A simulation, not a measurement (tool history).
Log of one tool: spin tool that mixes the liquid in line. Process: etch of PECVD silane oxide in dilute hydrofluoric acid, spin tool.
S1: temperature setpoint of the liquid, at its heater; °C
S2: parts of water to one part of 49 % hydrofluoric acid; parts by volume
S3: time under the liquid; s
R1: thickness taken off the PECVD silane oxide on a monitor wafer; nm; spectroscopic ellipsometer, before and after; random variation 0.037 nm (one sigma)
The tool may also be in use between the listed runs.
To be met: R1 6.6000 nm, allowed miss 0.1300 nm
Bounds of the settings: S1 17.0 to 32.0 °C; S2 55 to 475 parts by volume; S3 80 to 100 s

run 1 hour=0.0 | S1=24.0 S2=265 S3=100 | R1=5.1796
run 2 hour=8.9 | S1=20.5 S2=265 S3=100 | R1=4.5851
run 3 hour=9.8 | S1=22.5 S2=265 S3=100 | R1=4.8823
run 4 hour=17.8 | S1=19.0 S2=265 S3=100 | R1=4.3225
run 5 hour=26.5 | S1=19.0 S2=320 S3=100 | R1=3.4570
run 6 hour=28.6 | S1=17.0 S2=320 S3=100 | R1=3.1757
run 7 hour=36.4 | S1=19.5 S2=310 S3=100 | R1=3.6473
run 8 hour=39.2 | S1=22.0 S2=300 S3=100 | R1=4.0983
run 9 hour=43.1 | S1=24.0 S2=295 S3=100 | R1=4.5264
run 10 hour=43.9 | S1=25.5 S2=290 S3=100 | R1=4.9110
run 11 hour=50.9 | S1=26.5 S2=285 S3=100 | R1=5.1246
run 12 hour=53.2 | S1=30.5 S2=255 S3=100 | R1=6.7913

Which of these 4 next moves meets every target?
run A hour=55.5 | S1=29.0 S2=235 S3=100 | R1=?
run B hour=55.5 | S1=31.0 S2=245 S3=95 | R1=?
run C hour=55.5 | S1=30.5 S2=250 S3=95 | R1=?
run D hour=55.5 | S1=31.0 S2=215 S3=80 | R1=?

move=A R1=7.1043
move=B R1=6.8348
move=C R1=6.5501
move=D R1=6.8065
A: further off than the last run
B: further off than the last run
C: meets every target
D: further off than the last run
The right move is C.
